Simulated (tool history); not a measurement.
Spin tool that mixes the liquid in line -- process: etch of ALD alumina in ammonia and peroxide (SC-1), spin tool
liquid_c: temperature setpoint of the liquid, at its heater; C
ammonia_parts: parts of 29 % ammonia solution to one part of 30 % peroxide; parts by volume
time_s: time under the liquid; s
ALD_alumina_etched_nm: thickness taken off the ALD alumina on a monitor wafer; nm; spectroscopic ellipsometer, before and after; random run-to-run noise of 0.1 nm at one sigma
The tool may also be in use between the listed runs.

{"run": 1, "hour": 0.0, "liquid_c": 55.0, "ammonia_parts": 0.75, "time_s": 95, "ALD_alumina_etched_nm": 8.1918}
{"run": 2, "hour": 1.7, "liquid_c": 56.5, "ammonia_parts": 0.75, "time_s": 95, "ALD_alumina_etched_nm": 8.8397}
{"run": 3, "hour": 7.4, "liquid_c": 57.5, "ammonia_parts": 0.75, "time_s": 95, "ALD_alumina_etched_nm": 9.3117}
{"run": 4, "hour": 9.8, "liquid_c": 58.5, "ammonia_parts": 0.75, "time_s": 95, "ALD_alumina_etched_nm": 9.8385}
{"run": 5, "hour": 18.5, "liquid_c": 55.0, "ammonia_parts": 0.75, "time_s": 95, "ALD_alumina_etched_nm": 8.2117}
{"run": 6, "hour": 25.2, "liquid_c": 56.5, "ammonia_parts": 0.75, "time_s": 95, "ALD_alumina_etched_nm": 8.8575}

Estimate the outcome of run 7 from the log above:
{"run": 7, "hour": 31.9, "liquid_c": 57.5, "ammonia_parts": 0.75, "time_s": 95, "ALD_alumina_etched_nm": "?"}

Logged for run 7: ALD_alumina_etched_nm 9.3542 nm.
